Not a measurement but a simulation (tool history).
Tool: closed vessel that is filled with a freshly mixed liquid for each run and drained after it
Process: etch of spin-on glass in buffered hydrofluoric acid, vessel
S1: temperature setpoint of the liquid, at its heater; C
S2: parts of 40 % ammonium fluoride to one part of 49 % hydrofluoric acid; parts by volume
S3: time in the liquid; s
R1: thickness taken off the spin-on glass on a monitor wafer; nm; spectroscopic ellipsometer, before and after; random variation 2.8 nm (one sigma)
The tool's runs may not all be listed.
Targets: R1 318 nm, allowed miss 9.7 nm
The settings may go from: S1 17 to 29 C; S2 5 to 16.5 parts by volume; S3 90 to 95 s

run,hour,S1,S2,S3,R1
1,0,21,10,90,215.85
2,6.8,21,8,90,266.52
3,11.6,21,8,95,279.44
4,12.5,21,9.5,95,235.78
5,16.9,21,7.5,95,298.84
6,20.7,21,9,95,246.09
# hour 22.7: thermometer replaced
7,22.7,22,9,95,276.67
8,29.9,22.5,9,95,286.3

Which of these 4 next moves meets every target?
A,37.1,22,10,90,?
B,37.1,21,6.5,90,?
C,37.1,22.5,8,95,?
D,37.1,23.5,9.5,95,?

move,R1
A,246.12
B,348.36
C,324.26
D,291.39
A: further off than the last run
B: takes the result that was furthest off past its target
C: meets every target
D: nearer than the last run, and not there yet
The right move is C.
